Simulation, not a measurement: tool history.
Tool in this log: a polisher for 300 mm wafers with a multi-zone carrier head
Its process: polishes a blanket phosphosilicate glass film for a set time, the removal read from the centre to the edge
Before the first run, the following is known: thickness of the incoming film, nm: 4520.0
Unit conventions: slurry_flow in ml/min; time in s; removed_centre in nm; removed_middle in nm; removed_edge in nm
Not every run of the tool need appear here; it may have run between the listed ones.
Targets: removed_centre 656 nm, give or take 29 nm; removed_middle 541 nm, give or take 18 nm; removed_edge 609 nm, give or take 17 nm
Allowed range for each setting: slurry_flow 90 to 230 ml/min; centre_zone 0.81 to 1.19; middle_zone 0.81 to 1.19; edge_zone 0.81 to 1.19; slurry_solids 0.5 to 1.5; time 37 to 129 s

Run 1, hour 0: slurry_flow 150 ml/min, centre_zone 1, middle_zone 1, edge_zone 1, slurry_solids 1, time 83 s. Result: removed_centre 863.03 nm, removed_middle 863.71 nm, removed_edge 834.5 nm.
Run 2, hour 4.4: slurry_flow 140 ml/min, centre_zone 1.01, middle_zone 0.95, edge_zone 0.98, slurry_solids 0.85, time 82 s. Result: removed_centre 741.1 nm, removed_middle 736.74 nm, removed_edge 729.83 nm.
Run 3, hour 10.1: slurry_flow 140 ml/min, centre_zone 1.01, middle_zone 0.95, edge_zone 0.98, slurry_solids 0.95, time 82 s. Result: removed_centre 815.65 nm, removed_middle 770.74 nm, removed_edge 781.15 nm.
Run 4, hour 11.4: slurry_flow 170 ml/min, centre_zone 1.01, middle_zone 0.95, edge_zone 0.98, slurry_solids 0.95, time 82 s. Result: removed_centre 864.97 nm, removed_middle 820.48 nm, removed_edge 809.93 nm.
Run 5, hour 18.1: slurry_flow 170 ml/min, centre_zone 1.01, middle_zone 0.95, edge_zone 0.98, slurry_solids 0.8, time 82 s. Result: removed_centre 783.96 nm, removed_middle 729.32 nm, removed_edge 710.9 nm.
Run 6, hour 19.7: slurry_flow 155 ml/min, centre_zone 1.03, middle_zone 0.91, edge_zone 0.98, slurry_solids 0.75, time 82 s. Result: removed_centre 713.66 nm, removed_middle 659.02 nm, removed_edge 675.16 nm.
Run 7, hour 23.9: slurry_flow 145 ml/min, centre_zone 1.06, middle_zone 0.88, edge_zone 0.96, slurry_solids 0.75, time 82 s. Result: removed_centre 748.76 nm, removed_middle 623.94 nm, removed_edge 667.8 nm.
Run 8, hour 29.7: slurry_flow 135 ml/min, centre_zone 1.05, middle_zone 0.86, edge_zone 0.94, slurry_solids 0.75, time 82 s. Result: removed_centre 719.5 nm, removed_middle 607.88 nm, removed_edge 642.56 nm.
Run 9, hour 38.7: slurry_flow 125 ml/min, centre_zone 1.05, middle_zone 0.85, edge_zone 0.94, slurry_solids 0.75, time 82 s. Result: removed_centre 697.81 nm, removed_middle 582.71 nm, removed_edge 639.98 nm.
Run 10, hour 42.5: slurry_flow 120 ml/min, centre_zone 1.05, middle_zone 0.84, edge_zone 0.93, slurry_solids 0.75, time 82 s. Result: removed_centre 679.61 nm, removed_middle 578.16 nm, removed_edge 636.43 nm.
Run 11, hour 51.1: slurry_flow 120 ml/min, centre_zone 1.05, middle_zone 0.84, edge_zone 0.93, slurry_solids 0.75, time 82 s. Result: removed_centre 701.16 nm, removed_middle 583.15 nm, removed_edge 633.72 nm.
Run 12, hour 59.3: slurry_flow 115 ml/min, centre_zone 1.05, middle_zone 0.83, edge_zone 0.93, slurry_solids 0.75, time 82 s. Result: removed_centre 685.14 nm, removed_middle 565.54 nm, removed_edge 628.59 nm.

Which of these 5 next moves meets every target?
Run A, hour 67.5: slurry_flow 90 ml/min, centre_zone 0.99, middle_zone 0.81, edge_zone 0.97, slurry_solids 0.8, time 78 s. Result: removed_centre ?, removed_middle ?, removed_edge ?.
Run B, hour 67.5: slurry_flow 120 ml/min, centre_zone 1.13, middle_zone 0.89, edge_zone 0.92, slurry_solids 0.75, time 79 s. Result: removed_centre ?, removed_middle ?, removed_edge ?.
Run C, hour 67.5: slurry_flow 90 ml/min, centre_zone 1.03, middle_zone 0.81, edge_zone 0.94, slurry_solids 0.8, time 84 s. Result: removed_centre ?, removed_middle ?, removed_edge ?.
Run D, hour 67.5: slurry_flow 95 ml/min, centre_zone 1, middle_zone 0.91, edge_zone 0.81, slurry_solids 0.65, time 97 s. Result: removed_centre ?, removed_middle ?, removed_edge ?.
Run E, hour 67.5: slurry_flow 125 ml/min, centre_zone 1.02, middle_zone 0.81, edge_zone 0.9, slurry_solids 0.7, time 84 s. Result: removed_centre ?, removed_middle ?, removed_edge ?.

move  removed_centre  removed_middle  removed_edge
   A          577.74          504.48        607.01
   B          708.96          576.65        607.83
   C          647.52           543.2        644.07
   D          629.85          596.97         596.3
   E          651.36          543.49        611.03
A: moves the result that the last run missed by most past its target, out the other side
B: misses by more than the last run did
C: meets the target for the result that was furthest off, but another lies outside its allowed miss
D: misses by more than the last run did
E: hits every target within its allowed miss
The move that meets every target is E.

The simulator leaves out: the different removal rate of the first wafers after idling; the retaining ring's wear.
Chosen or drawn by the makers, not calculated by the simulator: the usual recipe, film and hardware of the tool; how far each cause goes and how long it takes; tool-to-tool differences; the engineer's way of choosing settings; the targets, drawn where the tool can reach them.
